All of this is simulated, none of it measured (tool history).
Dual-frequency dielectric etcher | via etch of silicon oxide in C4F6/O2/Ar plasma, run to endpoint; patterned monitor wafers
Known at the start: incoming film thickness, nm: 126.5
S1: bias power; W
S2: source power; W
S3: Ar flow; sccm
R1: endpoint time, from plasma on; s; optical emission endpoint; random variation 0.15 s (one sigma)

run    day   S1   S2   S3      R1
  1      0  517  450  403  25.878
  2  0.042  517  510  403  24.637
  3  0.125  469  500  404  25.792
  4    0.4  469  570  404  24.552
  5   0.75  429  550  408  25.515
  6  0.908  429  550  356  25.211
  7  0.975  399  530  361   26.13
  8  1.167  377  520  364  26.771

Forecast run 9:
  9  1.458  361  510  366   ?

Run 9 gave R1 27.341 s.
